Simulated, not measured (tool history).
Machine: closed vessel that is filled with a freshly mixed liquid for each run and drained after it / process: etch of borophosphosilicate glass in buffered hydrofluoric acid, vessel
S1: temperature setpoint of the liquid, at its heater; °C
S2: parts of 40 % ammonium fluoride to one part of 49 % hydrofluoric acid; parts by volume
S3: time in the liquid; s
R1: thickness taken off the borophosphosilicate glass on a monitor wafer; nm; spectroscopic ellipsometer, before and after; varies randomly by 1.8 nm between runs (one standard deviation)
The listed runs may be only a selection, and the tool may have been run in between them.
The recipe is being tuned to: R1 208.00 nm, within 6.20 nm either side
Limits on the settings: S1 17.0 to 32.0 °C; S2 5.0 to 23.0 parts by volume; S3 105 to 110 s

run,day,S1,S2,S3,R1
1,0.000,24.0,14.0,105,157.17
2,0.179,25.5,14.0,105,171.51
3,0.483,25.5,16.5,105,147.24
4,0.625,27.0,16.5,105,158.85
5,0.950,28.0,16.5,105,164.60
6,1.312,30.0,16.5,105,183.48
7,1.583,30.5,16.5,105,188.31
8,1.700,30.5,16.5,105,192.15
9,1.862,31.0,16.5,105,193.69
10,1.975,31.5,16.5,105,199.27

Which one of the following 4 next-run settings gets every result inside its allowed miss? There is exactly one.
A,2.088,32.0,17.0,110,?
B,2.088,30.0,16.5,110,?
C,2.088,32.0,18.5,110,?
D,2.088,30.5,17.5,110,?

move,R1
A,206.98
B,192.13
C,190.46
D,186.11
A: all results in spec
B: the biggest miss grows against the last run
C: the biggest miss grows against the last run
D: the biggest miss grows against the last run
Move A is the one to make.
